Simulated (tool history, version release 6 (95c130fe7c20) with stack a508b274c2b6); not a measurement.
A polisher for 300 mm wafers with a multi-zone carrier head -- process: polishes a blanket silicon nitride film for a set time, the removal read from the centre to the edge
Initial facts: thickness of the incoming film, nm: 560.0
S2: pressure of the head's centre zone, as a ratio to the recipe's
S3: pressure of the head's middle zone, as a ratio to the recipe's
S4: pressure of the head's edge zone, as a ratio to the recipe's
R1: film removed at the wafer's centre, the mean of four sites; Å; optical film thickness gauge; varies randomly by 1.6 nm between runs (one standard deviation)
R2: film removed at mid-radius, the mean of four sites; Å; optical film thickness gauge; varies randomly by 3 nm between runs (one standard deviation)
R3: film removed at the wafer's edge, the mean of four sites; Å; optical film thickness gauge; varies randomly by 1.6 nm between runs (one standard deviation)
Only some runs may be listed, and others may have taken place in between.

run 1 day=0.000 | flow_of_slurry_(ml/min)=175 S2=1.00 S3=1.00 S4=1.00 polishing_time_(s)=54 | R1=1541.3 R2=1555.5 R3=1647.2
run 2 day=0.162 | flow_of_slurry_(ml/min)=185 S2=1.03 S3=1.02 S4=1.02 polishing_time_(s)=55 | R1=1631.5 R2=1618.7 R3=1698.3
run 3 day=0.454 | flow_of_slurry_(ml/min)=185 S2=1.03 S3=1.07 S4=1.02 polishing_time_(s)=55 | R1=1609.8 R2=1692.7 R3=1714.0
run 4 day=0.571 | flow_of_slurry_(ml/min)=220 S2=1.03 S3=1.07 S4=1.02 polishing_time_(s)=55 | R1=1661.7 R2=1707.1 R3=1735.4
run 5 day=0.642 | flow_of_slurry_(ml/min)=245 S2=1.03 S3=1.07 S4=1.02 polishing_time_(s)=55 | R1=1708.2 R2=1743.5 R3=1749.7
run 6 day=0.854 | flow_of_slurry_(ml/min)=265 S2=1.03 S3=1.07 S4=1.02 polishing_time_(s)=55 | R1=1720.5 R2=1784.1 R3=1740.7
run 7 day=1.017 | flow_of_slurry_(ml/min)=265 S2=1.05 S3=1.07 S4=1.03 polishing_time_(s)=56 | R1=1766.9 R2=1853.0 R3=1788.1
run 8 day=1.329 | flow_of_slurry_(ml/min)=260 S2=1.07 S3=1.04 S4=1.03 polishing_time_(s)=58 | R1=1859.5 R2=1836.8 R3=1870.7
run 9 day=1.433 | flow_of_slurry_(ml/min)=260 S2=1.09 S3=1.04 S4=1.03 polishing_time_(s)=59 | R1=1944.4 R2=1889.3 R3=1911.7
run 10 day=1.742 | flow_of_slurry_(ml/min)=260 S2=1.11 S3=1.04 S4=1.03 polishing_time_(s)=60 | R1=2032.5 R2=1909.5 R3=1931.3

What does the tool deliver on the next run?
run 11 day=1.883 | flow_of_slurry_(ml/min)=260 S2=1.12 S3=1.04 S4=1.04 polishing_time_(s)=60 | R1=? R2=? R3=?

{"run 11": {"R1": 2031.2, "R2": 1894.5, "R3": 1942.5}}

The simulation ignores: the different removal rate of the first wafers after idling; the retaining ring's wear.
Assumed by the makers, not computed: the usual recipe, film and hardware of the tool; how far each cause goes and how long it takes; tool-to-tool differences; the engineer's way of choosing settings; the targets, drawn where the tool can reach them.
